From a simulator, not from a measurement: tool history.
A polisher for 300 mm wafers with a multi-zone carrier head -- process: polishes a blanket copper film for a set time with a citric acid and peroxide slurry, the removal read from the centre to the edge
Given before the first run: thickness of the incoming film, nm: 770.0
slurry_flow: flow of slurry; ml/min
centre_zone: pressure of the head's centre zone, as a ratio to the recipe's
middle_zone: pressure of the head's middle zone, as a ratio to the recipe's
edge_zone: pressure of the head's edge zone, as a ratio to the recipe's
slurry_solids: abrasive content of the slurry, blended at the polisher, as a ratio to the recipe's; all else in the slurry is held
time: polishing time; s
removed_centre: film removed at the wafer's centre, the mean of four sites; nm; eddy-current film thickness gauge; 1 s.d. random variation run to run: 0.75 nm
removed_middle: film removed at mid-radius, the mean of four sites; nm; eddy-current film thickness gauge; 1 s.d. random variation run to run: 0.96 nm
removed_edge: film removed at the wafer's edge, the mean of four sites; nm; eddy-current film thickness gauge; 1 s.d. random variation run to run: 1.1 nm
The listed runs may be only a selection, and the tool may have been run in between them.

run    day  slurry_flow  centre_zone  middle_zone  edge_zone  slurry_solids  time  removed_centre  removed_middle  removed_edge
  1      0          200            1            1          1              1    37          82.128          85.252        81.427
  2  0.171          180            1            1          1              1    37          81.896          85.483        82.178
  3  0.538          180            1         1.08          1              1    37           81.06          89.999        82.049
  4  0.588          180         1.04         1.08          1              1    37          85.303          89.585        82.902
  5  0.917          180         0.96         1.08          1              1    37          77.959           89.25         82.32
  6   0.95          180         0.96         1.08       0.95              1    37          77.913          89.941        81.619
  7      1          175         0.96         1.08       0.96           1.05    37          77.938          91.002         82.56
  8  1.138          175         0.96         1.08       0.96           1.05    37          77.288          88.835        82.124

Forecast run 9:
  9  1.296          175         0.97         1.09       0.97            1.1    37               ?               ?             ?

removed_centre: 80.194 nm
removed_middle: 92.669 nm
removed_edge: 83.956 nm
